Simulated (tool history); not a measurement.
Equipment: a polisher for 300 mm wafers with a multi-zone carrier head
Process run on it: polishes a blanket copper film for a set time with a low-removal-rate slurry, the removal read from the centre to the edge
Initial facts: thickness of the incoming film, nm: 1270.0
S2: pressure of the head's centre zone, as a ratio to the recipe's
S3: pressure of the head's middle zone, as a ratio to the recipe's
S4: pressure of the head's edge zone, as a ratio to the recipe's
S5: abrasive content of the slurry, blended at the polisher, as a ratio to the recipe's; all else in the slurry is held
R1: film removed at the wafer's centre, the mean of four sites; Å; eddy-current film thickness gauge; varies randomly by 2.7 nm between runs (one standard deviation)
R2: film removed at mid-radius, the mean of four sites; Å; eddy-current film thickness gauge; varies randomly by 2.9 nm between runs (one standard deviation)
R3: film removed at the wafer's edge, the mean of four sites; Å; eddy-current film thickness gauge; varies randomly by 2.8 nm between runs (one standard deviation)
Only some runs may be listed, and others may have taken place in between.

Run 1, hour 0.0: flow of slurry (ml/min) 215, S2 1.00, S3 1.00, S4 1.00, S5 1.00, polishing time (s) 77. Result: R1 3040.9 Å, R2 2888.4 Å, R3 2923.8 Å.
Run 2, hour 8.6: flow of slurry (ml/min) 215, S2 1.00, S3 1.00, S4 1.00, S5 1.00, polishing time (s) 96. Result: R1 3701.4 Å, R2 3745.3 Å, R3 3679.4 Å.
Run 3, hour 13.7: flow of slurry (ml/min) 210, S2 0.98, S3 1.00, S4 0.99, S5 0.95, polishing time (s) 91. Result: R1 3454.3 Å, R2 3315.4 Å, R3 3468.2 Å.
Run 4, hour 14.9: flow of slurry (ml/min) 210, S2 0.98, S3 1.06, S4 0.99, S5 0.95, polishing time (s) 91. Result: R1 3383.7 Å, R2 3617.2 Å, R3 3388.7 Å.
Run 5, hour 21.0: flow of slurry (ml/min) 210, S2 0.98, S3 1.06, S4 0.99, S5 1.05, polishing time (s) 91. Result: R1 3547.9 Å, R2 3673.8 Å, R3 3504.6 Å.
Run 6, hour 28.3: flow of slurry (ml/min) 210, S2 0.98, S3 1.06, S4 0.93, S5 1.05, polishing time (s) 91. Result: R1 3498.9 Å, R2 3651.9 Å, R3 3434.4 Å.
Run 7, hour 34.7: flow of slurry (ml/min) 210, S2 0.97, S3 1.06, S4 0.93, S5 1.00, polishing time (s) 86. Result: R1 3214.2 Å, R2 3480.6 Å, R3 3158.6 Å.
Run 8, hour 40.8: flow of slurry (ml/min) 210, S2 0.96, S3 1.05, S4 0.93, S5 0.95, polishing time (s) 83. Result: R1 3081.1 Å, R2 3302.7 Å, R3 3007.0 Å.
Run 9, hour 48.3: flow of slurry (ml/min) 205, S2 0.94, S3 1.04, S4 0.94, S5 0.90, polishing time (s) 80. Result: R1 2874.8 Å, R2 3051.6 Å, R3 2877.8 Å.
Run 10, hour 52.7: flow of slurry (ml/min) 205, S2 0.93, S3 1.04, S4 0.94, S5 0.85, polishing time (s) 77. Result: R1 2688.2 Å, R2 2895.1 Å, R3 2738.5 Å.

What will run 11 give?
Run 11, hour 57.5: flow of slurry (ml/min) 205, S2 0.92, S3 1.04, S4 0.94, S5 0.80, polishing time (s) 75. Result: R1 ?, R2 ?, R3 ?.

R1: 2589.2 Å
R2: 2806.5 Å
R3: 2642.9 Å

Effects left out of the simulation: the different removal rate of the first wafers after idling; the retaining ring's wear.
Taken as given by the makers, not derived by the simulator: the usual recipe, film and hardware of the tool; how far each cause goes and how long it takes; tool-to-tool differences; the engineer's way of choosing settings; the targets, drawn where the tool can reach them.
